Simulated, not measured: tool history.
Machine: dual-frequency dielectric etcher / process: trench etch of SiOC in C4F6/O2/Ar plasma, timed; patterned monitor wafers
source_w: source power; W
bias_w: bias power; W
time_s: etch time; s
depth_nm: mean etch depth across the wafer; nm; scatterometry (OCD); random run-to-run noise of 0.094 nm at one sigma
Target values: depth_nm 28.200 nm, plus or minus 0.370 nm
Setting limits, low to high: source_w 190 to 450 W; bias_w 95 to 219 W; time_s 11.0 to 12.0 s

run,hour,source_w,bias_w,time_s,depth_nm
1,0.0,320,157,12.0,23.747
2,4.5,360,161,12.0,25.495
3,5.7,360,161,11.0,23.305
4,9.8,390,177,11.0,24.930
5,15.5,410,189,11.0,26.133
6,19.3,420,195,11.0,26.611
7,26.9,430,200,11.0,27.013
8,35.6,440,204,11.0,27.519

Exercise: of the 5 proposed moves below, exactly one satisfies all targets within the stated allowed misses. Which move is it?
A,44.3,430,194,11.5,?
B,44.3,400,204,12.0,?
C,44.3,440,176,11.5,?
D,44.3,440,183,11.0,?
E,44.3,440,185,11.0,?

move,depth_nm
A,28.085
B,28.839
C,27.488
D,26.628
E,26.723
A: every result lands within tolerance
B: pushes the last run's worst result past its target
C: no better and no worse than the last run
D: its largest miss is bigger than the last run's
E: its largest miss is bigger than the last run's
A is the move that brings every result within its allowed miss.

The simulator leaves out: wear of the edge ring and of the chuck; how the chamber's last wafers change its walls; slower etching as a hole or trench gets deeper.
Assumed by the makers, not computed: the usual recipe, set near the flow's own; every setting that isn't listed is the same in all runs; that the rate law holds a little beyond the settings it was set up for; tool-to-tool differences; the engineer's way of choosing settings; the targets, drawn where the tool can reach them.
